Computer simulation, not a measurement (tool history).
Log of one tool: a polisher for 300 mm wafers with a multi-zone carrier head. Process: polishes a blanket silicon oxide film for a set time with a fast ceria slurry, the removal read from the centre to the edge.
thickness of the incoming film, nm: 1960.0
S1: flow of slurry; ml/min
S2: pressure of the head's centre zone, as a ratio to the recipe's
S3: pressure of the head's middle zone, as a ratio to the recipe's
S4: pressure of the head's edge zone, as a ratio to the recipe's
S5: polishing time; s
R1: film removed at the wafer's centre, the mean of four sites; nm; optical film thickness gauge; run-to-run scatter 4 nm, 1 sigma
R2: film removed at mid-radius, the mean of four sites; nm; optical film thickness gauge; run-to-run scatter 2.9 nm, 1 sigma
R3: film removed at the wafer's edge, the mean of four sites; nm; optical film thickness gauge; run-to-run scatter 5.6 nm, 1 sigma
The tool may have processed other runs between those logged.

run	hour	S1	S2	S3	S4	S5	R1	R2	R3
1	0	195	1	1	1	70	529.31	572.98	583.12
2	5.3	180	1.02	0.96	0.98	69	522.66	531.3	559.21
3	7.4	170	1.03	0.94	0.98	69	525.43	528.17	552.6
4	13.4	210	1.03	0.94	0.98	69	541.31	538.76	574.93
5	14.8	210	0.98	0.94	0.98	69	514.33	540.59	564.32
6	23.5	200	1	0.91	0.97	69	524.26	522.66	561.39

Predict the results of run 7:
7	24.7	190	1.01	0.89	0.97	69	?	?	?

{"run 7": {"R1": 522.72, "R2": 515.98, "R3": 560.2}}

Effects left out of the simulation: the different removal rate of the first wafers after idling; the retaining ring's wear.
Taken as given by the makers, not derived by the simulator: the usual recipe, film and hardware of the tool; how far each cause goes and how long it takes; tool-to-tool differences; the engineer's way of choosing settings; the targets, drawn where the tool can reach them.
